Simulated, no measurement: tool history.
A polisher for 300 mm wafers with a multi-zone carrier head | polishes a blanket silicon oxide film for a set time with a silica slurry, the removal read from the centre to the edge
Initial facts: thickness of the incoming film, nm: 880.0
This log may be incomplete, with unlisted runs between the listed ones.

run	day	flow of slurry (ml/min)	pressure of the head's centre zone	pressure of the head's middle zone	pressure of the head's edge zone	abrasive content of the slurry	polishing time (s)	film removed at the wafer's centre (angstrom)	film removed at mid-radius (angstrom)	film removed at the wafer's edge (angstrom)
1	0	170	1	1	1	1	50	2649.2	2616	2653.1
2	0.362	170	1	1	1.06	1	50	2600.5	2626.5	2697.4
3	0.692	170	1.06	1	1.06	1	50	2880.9	2619.8	2712.7
4	0.812	165	1.04	0.98	1.03	0.9	48	2539	2356.4	2435.3
5	0.925	165	1.04	0.98	1.03	1	48	2701.8	2473.7	2600
6	1.025	165	1.04	0.98	1.03	1	38	2097.4	1948.1	2036.8
7	1.208	160	1.03	0.96	1.01	0.95	38	2026.5	1864.6	1989.6
8	1.233	155	1.02	0.95	0.99	0.9	38	1914.2	1781.6	1889.5
9	1.488	145	1.01	0.94	0.97	0.9	38	1874.2	1767.3	1844.1

Run 10 has not been measured yet. What should we expect?
10	1.554	140	1	0.92	0.96	0.9	38	?	?	?

film removed at the wafer's centre (angstrom): 1867.4
film removed at mid-radius (angstrom): 1718.4
film removed at the wafer's edge (angstrom): 1861.3
